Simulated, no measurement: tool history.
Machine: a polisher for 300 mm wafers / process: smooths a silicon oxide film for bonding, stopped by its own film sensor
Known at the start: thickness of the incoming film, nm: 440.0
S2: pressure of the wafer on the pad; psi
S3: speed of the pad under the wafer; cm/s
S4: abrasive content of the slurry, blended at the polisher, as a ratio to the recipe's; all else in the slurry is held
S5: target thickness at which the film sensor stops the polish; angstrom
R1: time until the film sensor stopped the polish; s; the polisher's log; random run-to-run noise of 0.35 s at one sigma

{"run": 1, "day": 0.0, "flow of slurry (ml/min)": 205, "S2": 2.3, "S3": 94, "S4": 1.0, "S5": 4080, "R1": 37.573}
{"run": 2, "day": 0.212, "flow of slurry (ml/min)": 205, "S2": 2.5, "S3": 94, "S4": 1.0, "S5": 4080, "R1": 35.14}
{"run": 3, "day": 0.338, "flow of slurry (ml/min)": 205, "S2": 2.6, "S3": 94, "S4": 1.0, "S5": 4080, "R1": 32.767}
{"run": 4, "day": 0.471, "flow of slurry (ml/min)": 205, "S2": 2.4, "S3": 94, "S4": 1.0, "S5": 4080, "R1": 35.429}
{"run": 5, "day": 0.721, "flow of slurry (ml/min)": 205, "S2": 2.5, "S3": 94, "S4": 1.0, "S5": 4080, "R1": 35.067}
{"run": 6, "day": 0.9, "flow of slurry (ml/min)": 205, "S2": 2.6, "S3": 94, "S4": 1.0, "S5": 4080, "R1": 33.181}

Run 7 comes next. What will it give?
{"run": 7, "day": 0.975, "flow of slurry (ml/min)": 205, "S2": 2.7, "S3": 94, "S4": 1.0, "S5": 4080, "R1": "?"}

R1: 32.351 s
